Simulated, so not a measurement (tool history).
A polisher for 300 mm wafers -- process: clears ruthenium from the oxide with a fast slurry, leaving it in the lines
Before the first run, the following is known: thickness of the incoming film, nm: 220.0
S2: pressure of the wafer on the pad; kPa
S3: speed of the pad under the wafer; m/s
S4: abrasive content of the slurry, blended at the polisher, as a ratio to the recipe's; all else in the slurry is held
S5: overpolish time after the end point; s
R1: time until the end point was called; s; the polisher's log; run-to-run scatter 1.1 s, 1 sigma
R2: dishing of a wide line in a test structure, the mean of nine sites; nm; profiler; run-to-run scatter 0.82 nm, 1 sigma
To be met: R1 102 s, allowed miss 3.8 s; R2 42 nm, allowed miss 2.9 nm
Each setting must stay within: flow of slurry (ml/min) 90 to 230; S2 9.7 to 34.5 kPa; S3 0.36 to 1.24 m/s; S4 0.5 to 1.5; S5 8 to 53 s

Run 1, hour 0: flow of slurry (ml/min) 150, S2 22.1 kPa, S3 0.8 m/s, S4 1, S5 27 s. Result: R1 66.855 s, R2 61.482 nm.
Run 2, hour 3.4: flow of slurry (ml/min) 150, S2 20 kPa, S3 0.8 m/s, S4 1, S5 27 s. Result: R1 72.722 s, R2 59.806 nm.
Run 3, hour 5.6: flow of slurry (ml/min) 150, S2 24.8 kPa, S3 0.8 m/s, S4 1, S5 27 s. Result: R1 60.11 s, R2 67.05 nm.
Run 4, hour 8.3: flow of slurry (ml/min) 150, S2 22.1 kPa, S3 0.8 m/s, S4 1, S5 26 s. Result: R1 66.57 s, R2 63.342 nm.
Run 5, hour 12.9: flow of slurry (ml/min) 150, S2 22.1 kPa, S3 0.64 m/s, S4 1, S5 26 s. Result: R1 77.882 s, R2 53.666 nm.
Run 6, hour 14.3: flow of slurry (ml/min) 150, S2 18.6 kPa, S3 0.64 m/s, S4 1, S5 26 s. Result: R1 85.798 s, R2 48.497 nm.
Run 7, hour 22.1: flow of slurry (ml/min) 130, S2 13.1 kPa, S3 0.62 m/s, S4 1, S5 27 s. Result: R1 114.39 s, R2 38.343 nm.
Run 8, hour 25.3: flow of slurry (ml/min) 135, S2 13.8 kPa, S3 0.62 m/s, S4 1, S5 27 s. Result: R1 109.61 s, R2 40.707 nm.
Run 9, hour 33.5: flow of slurry (ml/min) 140, S2 13.8 kPa, S3 0.62 m/s, S4 1, S5 27 s. Result: R1 108.82 s, R2 40.006 nm.
Run 10, hour 39: flow of slurry (ml/min) 145, S2 13.8 kPa, S3 0.62 m/s, S4 1, S5 27 s. Result: R1 109.98 s, R2 40.502 nm.
Run 11, hour 40.2: flow of slurry (ml/min) 145, S2 14.5 kPa, S3 0.62 m/s, S4 1, S5 27 s. Result: R1 106.42 s, R2 43.233 nm.

4 candidate next runs follow, results not yet known. Just one meets every target within its allowed miss. Identify it.
Run A, hour 41.4: flow of slurry (ml/min) 155, S2 15.2 kPa, S3 0.6 m/s, S4 0.9, S5 31 s. Result: R1 ?, R2 ?.
Run B, hour 41.4: flow of slurry (ml/min) 160, S2 17.9 kPa, S3 0.54 m/s, S4 0.8, S5 30 s. Result: R1 ?, R2 ?.
Run C, hour 41.4: flow of slurry (ml/min) 140, S2 14.5 kPa, S3 0.64 m/s, S4 1.05, S5 26 s. Result: R1 ?, R2 ?.
Run D, hour 41.4: flow of slurry (ml/min) 135, S2 17.9 kPa, S3 0.38 m/s, S4 1.15, S5 26 s. Result: R1 ?, R2 ?.

move      R1      R2
   A  113.43  45.238
   B  116.68   42.83
   C  103.75  41.852
   D  115.72  37.907
A: lands further from the targets than the last run did
B: lands further from the targets than the last run did
C: meets every target
D: lands further from the targets than the last run did
Correct choice: C, which meets every target
